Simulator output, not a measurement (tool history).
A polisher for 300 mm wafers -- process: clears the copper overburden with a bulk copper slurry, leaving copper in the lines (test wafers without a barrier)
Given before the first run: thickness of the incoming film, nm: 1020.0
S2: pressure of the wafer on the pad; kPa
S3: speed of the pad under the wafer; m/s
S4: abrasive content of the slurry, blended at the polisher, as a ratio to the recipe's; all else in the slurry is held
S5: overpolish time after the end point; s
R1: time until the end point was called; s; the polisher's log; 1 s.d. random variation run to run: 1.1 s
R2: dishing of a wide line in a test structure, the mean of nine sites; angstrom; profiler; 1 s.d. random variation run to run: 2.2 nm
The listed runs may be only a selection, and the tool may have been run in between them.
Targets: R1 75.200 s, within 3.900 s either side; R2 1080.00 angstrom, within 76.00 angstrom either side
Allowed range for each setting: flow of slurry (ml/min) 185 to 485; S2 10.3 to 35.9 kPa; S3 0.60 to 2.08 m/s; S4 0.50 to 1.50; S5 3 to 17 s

Run 1, hour 0.0: flow of slurry (ml/min) 310, S2 22.8 kPa, S3 1.34 m/s, S4 1.00, S5 9 s. Result: R1 81.663 s, R2 743.16 angstrom.
Run 2, hour 5.5: flow of slurry (ml/min) 310, S2 23.4 kPa, S3 1.34 m/s, S4 1.00, S5 10 s. Result: R1 77.020 s, R2 828.01 angstrom.
Run 3, hour 6.5: flow of slurry (ml/min) 310, S2 23.4 kPa, S3 1.34 m/s, S4 1.00, S5 11 s. Result: R1 77.583 s, R2 901.10 angstrom.
Run 4, hour 11.5: flow of slurry (ml/min) 310, S2 23.4 kPa, S3 1.34 m/s, S4 0.85, S5 11 s. Result: R1 79.380 s, R2 858.63 angstrom.
Run 5, hour 15.8: flow of slurry (ml/min) 310, S2 20.7 kPa, S3 1.34 m/s, S4 0.85, S5 11 s. Result: R1 87.744 s, R2 776.92 angstrom.
Run 6, hour 19.4: flow of slurry (ml/min) 310, S2 20.7 kPa, S3 1.34 m/s, S4 0.85, S5 13 s. Result: R1 89.332 s, R2 880.50 angstrom.
Run 7, hour 26.2: flow of slurry (ml/min) 310, S2 21.4 kPa, S3 1.34 m/s, S4 0.85, S5 13 s. Result: R1 88.020 s, R2 922.60 angstrom.
Run 8, hour 34.6: flow of slurry (ml/min) 310, S2 22.1 kPa, S3 1.34 m/s, S4 0.85, S5 13 s. Result: R1 85.342 s, R2 930.47 angstrom.
Run 9, hour 38.0: flow of slurry (ml/min) 310, S2 22.8 kPa, S3 1.34 m/s, S4 0.85, S5 13 s. Result: R1 83.114 s, R2 956.30 angstrom.
Run 10, hour 46.3: flow of slurry (ml/min) 310, S2 23.4 kPa, S3 1.34 m/s, S4 0.85, S5 13 s. Result: R1 80.636 s, R2 965.09 angstrom.
Run 11, hour 52.7: flow of slurry (ml/min) 310, S2 24.1 kPa, S3 1.34 m/s, S4 0.85, S5 13 s. Result: R1 75.327 s, R2 972.67 angstrom.

Consider the 4 candidate settings below. Which is the only one whose results all fall within their allowed miss of target?
Run A, hour 59.1: flow of slurry (ml/min) 315, S2 24.1 kPa, S3 1.32 m/s, S4 1.10, S5 17 s. Result: R1 ?, R2 ?.
Run B, hour 59.1: flow of slurry (ml/min) 235, S2 30.3 kPa, S3 1.18 m/s, S4 0.70, S5 11 s. Result: R1 ?, R2 ?.
Run C, hour 59.1: flow of slurry (ml/min) 210, S2 29.0 kPa, S3 1.26 m/s, S4 0.80, S5 14 s. Result: R1 ?, R2 ?.
Run D, hour 59.1: flow of slurry (ml/min) 315, S2 28.3 kPa, S3 1.30 m/s, S4 0.85, S5 13 s. Result: R1 ?, R2 ?.

move      R1       R2
   A  74.849  1234.20
   B  75.090   933.02
   C  73.159  1129.10
   D  68.414  1120.40
A: takes the biggest miss from the last run beyond its target
B: moves away from the targets compared with the last run
C: hits every target within its allowed miss
D: the furthest-off result lands on target, but another misses its tolerance
The move that meets every target is C.

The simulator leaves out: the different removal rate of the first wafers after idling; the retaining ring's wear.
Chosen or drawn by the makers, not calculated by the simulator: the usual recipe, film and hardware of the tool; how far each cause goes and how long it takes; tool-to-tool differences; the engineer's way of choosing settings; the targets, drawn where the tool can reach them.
